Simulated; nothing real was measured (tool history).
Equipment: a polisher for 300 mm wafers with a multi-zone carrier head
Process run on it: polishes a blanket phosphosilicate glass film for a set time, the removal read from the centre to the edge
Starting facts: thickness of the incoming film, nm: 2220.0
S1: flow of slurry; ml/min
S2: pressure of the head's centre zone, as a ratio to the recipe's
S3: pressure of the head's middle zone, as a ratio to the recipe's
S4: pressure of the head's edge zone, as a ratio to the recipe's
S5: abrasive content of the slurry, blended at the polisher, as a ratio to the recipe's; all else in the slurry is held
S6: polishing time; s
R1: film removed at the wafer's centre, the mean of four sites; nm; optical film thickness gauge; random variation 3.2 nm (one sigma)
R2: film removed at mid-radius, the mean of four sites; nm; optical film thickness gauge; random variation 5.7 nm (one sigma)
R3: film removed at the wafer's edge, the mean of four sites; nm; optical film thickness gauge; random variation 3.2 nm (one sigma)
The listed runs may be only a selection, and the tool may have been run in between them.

run  hour   S1    S2    S3    S4    S5  S6      R1      R2      R3
  1     0  215     1     1     1     1  59  701.94  731.88  722.89
  2     9  215     1     1     1     1  51  607.31  624.57  630.31
  3  10.5  215     1     1     1   0.9  51  589.44  600.02  602.41
  4  11.7  215     1     1     1   0.9  43  493.37  509.98  506.92
  5  16.9  215     1     1  1.03   0.9  43  495.76  511.95  518.39
  6  23.5  205  0.99  0.97     1  0.85  43  479.49  489.37   501.5
  7  25.2  200  0.99  0.95  0.98   0.8  43  471.98   459.9  478.53
  8  31.3  190  0.98  0.94  0.96   0.8  43  459.77  464.92  472.83
  9  33.7  185  0.98  0.92  0.95   0.8  43  456.99  447.14  473.09
 10  42.5  180  0.98  0.91  0.93   0.8  43  457.92  445.56  470.53

What does the tool deliver on the next run?
 11  46.6  175  0.98  0.9  0.91  0.8  43   ?   ?   ?

R1: 454.45 nm
R2: 425.44 nm
R3: 458.1 nm

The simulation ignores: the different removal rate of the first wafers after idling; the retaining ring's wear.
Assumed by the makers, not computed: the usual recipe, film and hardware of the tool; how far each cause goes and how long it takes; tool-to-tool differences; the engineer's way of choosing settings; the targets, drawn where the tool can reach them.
